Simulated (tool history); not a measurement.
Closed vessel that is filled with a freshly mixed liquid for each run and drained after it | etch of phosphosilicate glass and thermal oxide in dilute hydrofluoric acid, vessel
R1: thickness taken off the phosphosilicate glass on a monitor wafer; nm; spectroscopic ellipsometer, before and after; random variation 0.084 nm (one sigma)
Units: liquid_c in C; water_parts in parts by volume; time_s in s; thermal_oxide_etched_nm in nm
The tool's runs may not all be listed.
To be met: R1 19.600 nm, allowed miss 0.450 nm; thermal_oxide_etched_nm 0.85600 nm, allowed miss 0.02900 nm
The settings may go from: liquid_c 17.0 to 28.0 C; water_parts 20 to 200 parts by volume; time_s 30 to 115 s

{"run": 1, "hour": 0.0, "liquid_c": 20.0, "water_parts": 110, "time_s": 60, "R1": 48.96, "thermal_oxide_etched_nm": 2.1475}
{"run": 2, "hour": 7.1, "liquid_c": 22.0, "water_parts": 110, "time_s": 60, "R1": 53.456, "thermal_oxide_etched_nm": 2.3503}
{"run": 3, "hour": 11.7, "liquid_c": 20.5, "water_parts": 110, "time_s": 60, "R1": 49.868, "thermal_oxide_etched_nm": 2.1462}
{"run": 4, "hour": 14.4, "liquid_c": 20.5, "water_parts": 110, "time_s": 70, "R1": 58.66, "thermal_oxide_etched_nm": 2.5372}
{"run": 5, "hour": 17.1, "liquid_c": 20.0, "water_parts": 125, "time_s": 70, "R1": 49.318, "thermal_oxide_etched_nm": 2.1318}
{"run": 6, "hour": 23.0, "liquid_c": 22.5, "water_parts": 125, "time_s": 70, "R1": 55.091, "thermal_oxide_etched_nm": 2.3464}
{"run": 7, "hour": 28.6, "liquid_c": 21.5, "water_parts": 135, "time_s": 70, "R1": 47.989, "thermal_oxide_etched_nm": 2.1263}
{"run": 8, "hour": 33.8, "liquid_c": 24.5, "water_parts": 180, "time_s": 45, "R1": 24.845, "thermal_oxide_etched_nm": 1.074}
{"run": 9, "hour": 35.1, "liquid_c": 23.5, "water_parts": 180, "time_s": 45, "R1": 23.963, "thermal_oxide_etched_nm": 1.06}
{"run": 10, "hour": 42.6, "liquid_c": 23.0, "water_parts": 180, "time_s": 45, "R1": 23.322, "thermal_oxide_etched_nm": 1.0119}
{"run": 11, "hour": 51.2, "liquid_c": 22.5, "water_parts": 180, "time_s": 45, "R1": 23.02, "thermal_oxide_etched_nm": 1.0097}
{"run": 12, "hour": 58.1, "liquid_c": 22.0, "water_parts": 180, "time_s": 45, "R1": 22.386, "thermal_oxide_etched_nm": 0.97515}
{"run": 13, "hour": 63.6, "liquid_c": 21.5, "water_parts": 180, "time_s": 45, "R1": 22.082, "thermal_oxide_etched_nm": 0.96304}
{"run": 14, "hour": 68.5, "liquid_c": 21.0, "water_parts": 180, "time_s": 45, "R1": 21.531, "thermal_oxide_etched_nm": 0.95651}
{"run": 15, "hour": 73.0, "liquid_c": 20.0, "water_parts": 185, "time_s": 45, "R1": 20.228, "thermal_oxide_etched_nm": 0.88133}
{"run": 16, "hour": 81.9, "liquid_c": 20.0, "water_parts": 185, "time_s": 45, "R1": 20.232, "thermal_oxide_etched_nm": 0.88074}
{"run": 17, "hour": 88.0, "liquid_c": 20.0, "water_parts": 185, "time_s": 45, "R1": 20.174, "thermal_oxide_etched_nm": 0.87273}

4 next moves are on the table. One of them brings every result within its allowed miss. Which?
{"run": "A", "hour": 94.1, "liquid_c": 24.0, "water_parts": 195, "time_s": 40, "R1": "?", "thermal_oxide_etched_nm": "?"}
{"run": "B", "hour": 94.1, "liquid_c": 25.0, "water_parts": 190, "time_s": 40, "R1": "?", "thermal_oxide_etched_nm": "?"}
{"run": "C", "hour": 94.1, "liquid_c": 17.5, "water_parts": 195, "time_s": 55, "R1": "?", "thermal_oxide_etched_nm": "?"}
{"run": "D", "hour": 94.1, "liquid_c": 17.5, "water_parts": 200, "time_s": 55, "R1": "?", "thermal_oxide_etched_nm": "?"}

move=A R1=19.705 thermal_oxide_etched_nm=0.85124
move=B R1=21.100 thermal_oxide_etched_nm=0.91150
move=C R1=21.106 thermal_oxide_etched_nm=0.91178
move=D R1=20.483 thermal_oxide_etched_nm=0.88486
A: meets every target
B: further off than the last run
C: further off than the last run
D: further off than the last run
The right move is A.

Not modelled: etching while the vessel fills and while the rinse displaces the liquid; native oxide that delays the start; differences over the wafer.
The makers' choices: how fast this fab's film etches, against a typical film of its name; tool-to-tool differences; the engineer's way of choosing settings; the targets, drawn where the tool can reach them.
